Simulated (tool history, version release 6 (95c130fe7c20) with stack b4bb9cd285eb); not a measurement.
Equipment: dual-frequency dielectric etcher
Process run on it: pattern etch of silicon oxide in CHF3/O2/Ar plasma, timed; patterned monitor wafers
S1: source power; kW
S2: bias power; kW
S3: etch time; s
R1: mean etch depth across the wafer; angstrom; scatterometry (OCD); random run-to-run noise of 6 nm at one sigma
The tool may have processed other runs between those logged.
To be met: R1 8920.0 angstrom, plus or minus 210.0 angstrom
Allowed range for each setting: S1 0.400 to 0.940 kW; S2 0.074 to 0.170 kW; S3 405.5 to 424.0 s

Run 1, day 0.000: S1 0.670 kW, S2 0.122 kW, S3 405.5 s. Result: R1 7803.2 angstrom.
Run 2, day 0.321: S1 0.690 kW, S2 0.123 kW, S3 405.5 s. Result: R1 8019.8 angstrom.
Run 3, day 0.350: S1 0.700 kW, S2 0.124 kW, S3 405.5 s. Result: R1 7988.7 angstrom.
Run 4, day 0.600: S1 0.630 kW, S2 0.124 kW, S3 405.5 s. Result: R1 7744.6 angstrom.
Run 5, day 0.783: S1 0.650 kW, S2 0.125 kW, S3 406.0 s. Result: R1 7830.1 angstrom.
Run 6, day 0.983: S1 0.650 kW, S2 0.116 kW, S3 406.0 s. Result: R1 7677.2 angstrom.
At day 1.067: bias power generator calibrated.
Run 7, day 1.067: S1 0.670 kW, S2 0.117 kW, S3 406.5 s. Result: R1 7784.6 angstrom.
Run 8, day 1.204: S1 0.690 kW, S2 0.118 kW, S3 407.0 s. Result: R1 7935.6 angstrom.
Run 9, day 1.312: S1 0.830 kW, S2 0.127 kW, S3 409.0 s. Result: R1 8578.8 angstrom.
Run 10, day 1.617: S1 0.840 kW, S2 0.128 kW, S3 409.0 s. Result: R1 8623.8 angstrom.
Run 11, day 1.779: S1 0.850 kW, S2 0.129 kW, S3 409.0 s. Result: R1 8649.9 angstrom.

5 candidate next runs follow, results not yet known. Just one meets every target within its allowed miss. Identify it.
Run A, day 1.942: S1 0.860 kW, S2 0.147 kW, S3 419.5 s. Result: R1 ?.
Run B, day 1.942: S1 0.750 kW, S2 0.118 kW, S3 424.0 s. Result: R1 ?.
Run C, day 1.942: S1 0.810 kW, S2 0.125 kW, S3 415.5 s. Result: R1 ?.
Run D, day 1.942: S1 0.890 kW, S2 0.118 kW, S3 405.5 s. Result: R1 ?.
Run E, day 1.942: S1 0.860 kW, S2 0.133 kW, S3 413.5 s. Result: R1 ?.

move      R1
   A  9266.4
   B  8394.0
   C  8579.7
   D  8506.2
   E  8869.6
A: takes the biggest miss from the last run beyond its target
B: its largest miss is bigger than the last run's
C: its largest miss is bigger than the last run's
D: its largest miss is bigger than the last run's
E: all results in spec
So the answer is move E, the one that meets all the targets.

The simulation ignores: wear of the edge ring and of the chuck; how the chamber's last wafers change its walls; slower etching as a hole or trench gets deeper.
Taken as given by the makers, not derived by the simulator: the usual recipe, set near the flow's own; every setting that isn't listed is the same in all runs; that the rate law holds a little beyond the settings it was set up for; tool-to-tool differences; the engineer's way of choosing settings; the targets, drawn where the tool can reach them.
